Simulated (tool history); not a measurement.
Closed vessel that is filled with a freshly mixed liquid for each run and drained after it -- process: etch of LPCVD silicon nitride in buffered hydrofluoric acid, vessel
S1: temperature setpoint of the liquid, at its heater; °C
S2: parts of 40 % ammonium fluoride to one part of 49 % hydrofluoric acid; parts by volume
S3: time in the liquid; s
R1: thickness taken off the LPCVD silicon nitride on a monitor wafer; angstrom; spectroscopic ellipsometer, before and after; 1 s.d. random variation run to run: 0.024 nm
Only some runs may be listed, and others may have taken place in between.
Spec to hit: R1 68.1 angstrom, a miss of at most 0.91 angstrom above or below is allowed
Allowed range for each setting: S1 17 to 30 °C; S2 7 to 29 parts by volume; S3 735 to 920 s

run 1 hour=0 | S1=22 S2=18 S3=920 | R1=53.599
run 2 hour=1.6 | S1=24 S2=18 S3=920 | R1=59.52
run 3 hour=8 | S1=24 S2=20.5 S3=920 | R1=52.985
run 4 hour=15.6 | S1=24 S2=17.5 S3=920 | R1=61.277
run 5 hour=19.3 | S1=24 S2=17.5 S3=920 | R1=61.453
run 6 hour=25.1 | S1=24 S2=14 S3=920 | R1=76.317
run 7 hour=33 | S1=23.5 S2=14 S3=920 | R1=74.986
run 8 hour=41.3 | S1=23 S2=14 S3=920 | R1=71.949
run 9 hour=43.2 | S1=22.5 S2=14 S3=920 | R1=70.371

Which of these 4 next moves meets every target?
run A hour=45.1 | S1=23 S2=13 S3=840 | R1=?
run B hour=45.1 | S1=22 S2=12.5 S3=885 | R1=?
run C hour=45.1 | S1=23.5 S2=13 S3=785 | R1=?
run D hour=45.1 | S1=23.5 S2=14 S3=905 | R1=?

move=A R1=70.82
move=B R1=73.318
move=C R1=68.052
move=D R1=72.953
A: moves away from the targets compared with the last run
B: moves away from the targets compared with the last run
C: meets every target
D: moves away from the targets compared with the last run
C is the move that brings every result within its allowed miss.

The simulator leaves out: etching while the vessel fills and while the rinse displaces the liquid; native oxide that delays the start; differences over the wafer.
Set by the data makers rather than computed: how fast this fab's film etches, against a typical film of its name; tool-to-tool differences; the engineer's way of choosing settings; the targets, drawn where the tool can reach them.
